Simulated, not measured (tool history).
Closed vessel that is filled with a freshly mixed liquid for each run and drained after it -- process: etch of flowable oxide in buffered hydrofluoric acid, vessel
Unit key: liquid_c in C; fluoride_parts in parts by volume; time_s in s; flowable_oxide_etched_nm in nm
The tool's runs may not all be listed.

run 1 hour=0.0 | liquid_c=20.0 fluoride_parts=9.0 time_s=100 | flowable_oxide_etched_nm=479.58
run 2 hour=8.7 | liquid_c=20.0 fluoride_parts=9.0 time_s=110 | flowable_oxide_etched_nm=516.89
run 3 hour=14.4 | liquid_c=20.0 fluoride_parts=9.0 time_s=100 | flowable_oxide_etched_nm=473.34
run 4 hour=21.9 | liquid_c=20.0 fluoride_parts=9.0 time_s=100 | flowable_oxide_etched_nm=471.46
run 5 hour=31.1 | liquid_c=20.0 fluoride_parts=11.5 time_s=100 | flowable_oxide_etched_nm=383.13
run 6 hour=39.5 | liquid_c=19.5 fluoride_parts=11.5 time_s=100 | flowable_oxide_etched_nm=377.60

Run 7, settings as shown, results not yet in. Your forecast:
run 7 hour=40.7 | liquid_c=19.5 fluoride_parts=11.5 time_s=100 | flowable_oxide_etched_nm=?

{"run 7": {"flowable_oxide_etched_nm": 373.4}}
